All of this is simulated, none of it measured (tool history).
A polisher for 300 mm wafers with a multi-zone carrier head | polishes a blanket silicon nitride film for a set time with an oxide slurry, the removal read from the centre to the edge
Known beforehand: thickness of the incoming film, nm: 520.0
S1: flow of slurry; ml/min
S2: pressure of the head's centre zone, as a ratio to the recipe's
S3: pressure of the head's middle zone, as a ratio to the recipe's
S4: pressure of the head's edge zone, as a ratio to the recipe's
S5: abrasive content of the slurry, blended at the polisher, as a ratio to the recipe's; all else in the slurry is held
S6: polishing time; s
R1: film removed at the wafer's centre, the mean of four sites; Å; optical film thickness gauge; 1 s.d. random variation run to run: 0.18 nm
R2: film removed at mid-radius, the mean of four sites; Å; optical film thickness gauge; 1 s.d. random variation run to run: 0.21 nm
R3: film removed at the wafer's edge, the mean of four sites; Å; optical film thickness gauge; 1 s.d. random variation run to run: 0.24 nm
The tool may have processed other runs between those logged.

| run | hour | S1 | S2 | S3 | S4 | S5 | S6 | R1 | R2 | R3 |
|---|---|---|---|---|---|---|---|---|---|---|
| 1 | 0 | 225 | 1 | 1 | 1 | 1 | 76 | 279.71 | 282.97 | 277.67 |
| 2 | 1.1 | 220 | 0.97 | 0.99 | 0.99 | 0.9 | 76 | 261.1 | 272.47 | 270.89 |
| 3 | 5.6 | 220 | 0.94 | 0.99 | 0.99 | 0.9 | 76 | 253.23 | 267.35 | 270.68 |
| 4 | 10.5 | 220 | 0.94 | 0.99 | 0.99 | 1 | 76 | 265.1 | 281.35 | 273.55 |
| 5 | 18.9 | 220 | 0.89 | 0.99 | 0.99 | 1 | 76 | 256.45 | 279.61 | 277.37 |
| 6 | 27.5 | 220 | 0.89 | 0.99 | 0.99 | 1.2 | 76 | 267.71 | 300.68 | 299.08 |
| 7 | 30 | 210 | 0.88 | 0.99 | 1 | 1.1 | 74 | 253.75 | 283.64 | 279.78 |

Predict the results of run 8:
| 8 | 36.9 | 205 | 0.81 | 1.01 | 1.1 | 0.85 | 54 | ? | ? | ? |

Run 8 gave R1 159.69 Å, R2 193.27 Å, R3 197.23 Å.

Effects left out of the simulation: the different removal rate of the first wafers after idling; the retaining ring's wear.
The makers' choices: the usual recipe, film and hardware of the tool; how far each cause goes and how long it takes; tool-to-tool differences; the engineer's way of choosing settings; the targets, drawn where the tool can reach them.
